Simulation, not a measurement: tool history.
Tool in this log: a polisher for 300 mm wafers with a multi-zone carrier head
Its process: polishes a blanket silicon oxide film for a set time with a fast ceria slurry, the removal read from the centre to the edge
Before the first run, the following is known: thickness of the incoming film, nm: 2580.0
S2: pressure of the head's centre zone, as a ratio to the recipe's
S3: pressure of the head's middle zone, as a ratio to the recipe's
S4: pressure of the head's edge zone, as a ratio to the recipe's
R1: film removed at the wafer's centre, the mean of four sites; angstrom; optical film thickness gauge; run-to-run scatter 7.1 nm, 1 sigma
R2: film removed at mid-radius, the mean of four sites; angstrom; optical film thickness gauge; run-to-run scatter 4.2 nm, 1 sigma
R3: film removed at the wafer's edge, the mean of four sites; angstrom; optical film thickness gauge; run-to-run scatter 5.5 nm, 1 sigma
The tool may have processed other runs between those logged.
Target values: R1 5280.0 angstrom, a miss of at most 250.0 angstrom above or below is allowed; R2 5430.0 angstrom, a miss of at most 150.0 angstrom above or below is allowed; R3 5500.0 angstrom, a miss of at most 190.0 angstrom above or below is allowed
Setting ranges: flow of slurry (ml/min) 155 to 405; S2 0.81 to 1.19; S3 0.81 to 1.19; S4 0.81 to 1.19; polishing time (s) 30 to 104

run 1 hour=0.0 | flow_of_slurry_(ml/min)=260 S2=1.00 S3=1.00 S4=1.00 polishing_time_(s)=67 | R1=6692.0 R2=6677.1 R3=6565.6
run 2 hour=3.5 | flow_of_slurry_(ml/min)=255 S2=0.97 S3=0.97 S4=0.96 polishing_time_(s)=65 | R1=6291.5 R2=6494.6 R3=6264.3
run 3 hour=10.3 | flow_of_slurry_(ml/min)=255 S2=0.97 S3=0.97 S4=0.88 polishing_time_(s)=65 | R1=6150.7 R2=6414.0 R3=5986.0
run 4 hour=16.2 | flow_of_slurry_(ml/min)=255 S2=0.97 S3=0.97 S4=0.81 polishing_time_(s)=65 | R1=6324.8 R2=6289.0 R3=5845.4
run 5 hour=24.9 | flow_of_slurry_(ml/min)=245 S2=0.94 S3=0.94 S4=0.81 polishing_time_(s)=64 | R1=5792.1 R2=6080.9 R3=5720.8
run 6 hour=27.8 | flow_of_slurry_(ml/min)=245 S2=0.94 S3=0.87 S4=0.81 polishing_time_(s)=64 | R1=6006.5 R2=5792.9 R3=5670.5
run 7 hour=29.0 | flow_of_slurry_(ml/min)=235 S2=0.92 S3=0.85 S4=0.81 polishing_time_(s)=64 | R1=5651.9 R2=5698.7 R3=5611.0
run 8 hour=36.7 | flow_of_slurry_(ml/min)=195 S2=0.90 S3=0.81 S4=0.81 polishing_time_(s)=64 | R1=5411.8 R2=5470.6 R3=5651.9

Which of these 5 next moves meets every target?
run A hour=44.4 | flow_of_slurry_(ml/min)=265 S2=1.04 S3=0.86 S4=0.81 polishing_time_(s)=59 | R1=? R2=? R3=?
run B hour=44.4 | flow_of_slurry_(ml/min)=180 S2=0.82 S3=0.81 S4=0.87 polishing_time_(s)=66 | R1=? R2=? R3=?
run C hour=44.4 | flow_of_slurry_(ml/min)=155 S2=0.89 S3=0.85 S4=0.82 polishing_time_(s)=65 | R1=? R2=? R3=?
run D hour=44.4 | flow_of_slurry_(ml/min)=170 S2=0.82 S3=0.83 S4=0.85 polishing_time_(s)=67 | R1=? R2=? R3=?
run E hour=44.4 | flow_of_slurry_(ml/min)=205 S2=0.93 S3=0.82 S4=0.82 polishing_time_(s)=59 | R1=? R2=? R3=?

move=A R1=6140.0 R2=5393.7 R3=5329.6
move=B R1=5286.1 R2=5497.4 R3=5883.0
move=C R1=5377.9 R2=5403.0 R3=5526.7
move=D R1=5300.3 R2=5600.2 R3=5865.4
move=E R1=5373.5 R2=5060.9 R3=5217.1
A: brings the last run's worst result on target, with another outside its allowed miss
B: misses by more than the last run did
C: all results land within tolerance of their targets
D: misses by more than the last run did
E: pushes the last run's worst result past its target
Move C is the one to make.
